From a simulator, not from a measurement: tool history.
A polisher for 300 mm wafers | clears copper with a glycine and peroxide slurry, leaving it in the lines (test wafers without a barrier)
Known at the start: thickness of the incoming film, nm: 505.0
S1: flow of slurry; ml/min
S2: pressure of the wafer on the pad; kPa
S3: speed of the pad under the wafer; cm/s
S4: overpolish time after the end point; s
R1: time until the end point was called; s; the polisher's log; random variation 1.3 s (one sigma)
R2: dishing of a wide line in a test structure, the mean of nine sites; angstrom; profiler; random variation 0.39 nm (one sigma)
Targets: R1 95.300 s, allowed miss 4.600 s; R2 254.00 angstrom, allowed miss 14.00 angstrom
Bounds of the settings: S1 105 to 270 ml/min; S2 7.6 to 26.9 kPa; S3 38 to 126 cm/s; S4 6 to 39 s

run	day	S1	S2	S3	S4	R1	R2
1	0.000	175	17.2	82	20	123.180	578.45
2	0.125	175	13.8	82	20	148.050	505.34
3	0.279	155	16.5	78	16	136.100	451.94
4	0.375	155	14.5	78	16	145.840	408.63
5	0.404	140	13.1	92	13	146.680	344.28
6	0.600	140	13.1	92	17	143.160	432.37
7	0.788	130	13.8	102	14	129.150	417.11
8	0.958	125	13.8	110	12	121.290	374.93
9	1.317	125	13.8	110	12	122.450	374.46
10	1.446	170	13.1	114	10	119.030	317.62
11	1.575	200	13.1	118	9	115.100	303.39
12	1.775	220	13.8	120	8	104.540	291.79
13	1.925	235	13.8	122	7	106.170	269.65
14	2.258	245	13.8	124	7	103.270	270.05
15	2.600	250	13.8	124	7	102.250	264.03
16	2.925	255	13.8	124	7	103.780	269.63
17	3.183	205	16.5	126	6	89.102	270.35

Which of these 5 next moves meets every target?
A	3.442	250	13.8	114	7	?	?
B	3.442	195	16.5	106	8	?	?
C	3.442	185	17.2	116	6	?	?
D	3.442	245	15.9	100	6	?	?
E	3.442	165	14.5	120	6	?	?

move	R1	R2
A	108.770	257.11
B	102.280	309.19
C	92.417	260.54
D	108.230	224.88
E	105.170	230.09
A: takes the result that was furthest off past its target
B: takes the result that was furthest off past its target
C: meets every target
D: takes the result that was furthest off past its target
E: takes the result that was furthest off past its target
Move C is the one to make.
